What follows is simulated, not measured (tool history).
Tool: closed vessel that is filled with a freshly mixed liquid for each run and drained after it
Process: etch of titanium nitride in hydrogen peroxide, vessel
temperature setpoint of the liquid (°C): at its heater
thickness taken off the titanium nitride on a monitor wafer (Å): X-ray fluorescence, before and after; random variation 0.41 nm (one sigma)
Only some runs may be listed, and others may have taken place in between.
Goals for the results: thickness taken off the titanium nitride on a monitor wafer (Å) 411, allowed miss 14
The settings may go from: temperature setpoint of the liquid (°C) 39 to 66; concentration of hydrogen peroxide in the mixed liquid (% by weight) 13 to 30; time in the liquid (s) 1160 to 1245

| run | day | temperature setpoint of the liquid (°C) | concentration of hydrogen peroxide in the mixed liquid (% by weight) | time in the liquid (s) | thickness taken off the titanium nitride on a monitor wafer (Å) |
|---|---|---|---|---|---|
| 1 | 0 | 55 | 24 | 1160 | 891.18 |
| 2 | 0.325 | 53 | 24 | 1160 | 785.16 |
| 3 | 0.367 | 46.5 | 24 | 1160 | 493.8 |
| 4 | 0.596 | 46 | 24 | 1160 | 474.87 |
| 5 | 0.808 | 45.5 | 24 | 1160 | 455.8 |
| 6 | 0.954 | 45.5 | 27.5 | 1160 | 463.58 |
| 7 | 1.033 | 45 | 27.5 | 1160 | 457.06 |
| 8 | 1.15 | 43 | 27.5 | 1160 | 384.98 |

Below are 5 possible settings for the next run. Only one of them brings all results inside the allowed miss of their targets. Which is it?
| A | 1.267 | 41 | 29 | 1245 | ? |
| B | 1.267 | 42.5 | 30 | 1160 | ? |
| C | 1.267 | 42.5 | 25 | 1195 | ? |
| D | 1.267 | 42.5 | 29.5 | 1245 | ? |
| E | 1.267 | 42 | 25 | 1225 | ? |

| move | thickness taken off the titanium nitride on a monitor wafer (Å) |
|---|---|
| A | 359.14 |
| B | 377.9 |
| C | 373.99 |
| D | 404.08 |
| E | 369.11 |
A: lands further from the targets than the last run did
B: lands further from the targets than the last run did
C: lands further from the targets than the last run did
D: hits every target within its allowed miss
E: lands further from the targets than the last run did
The right move is D.
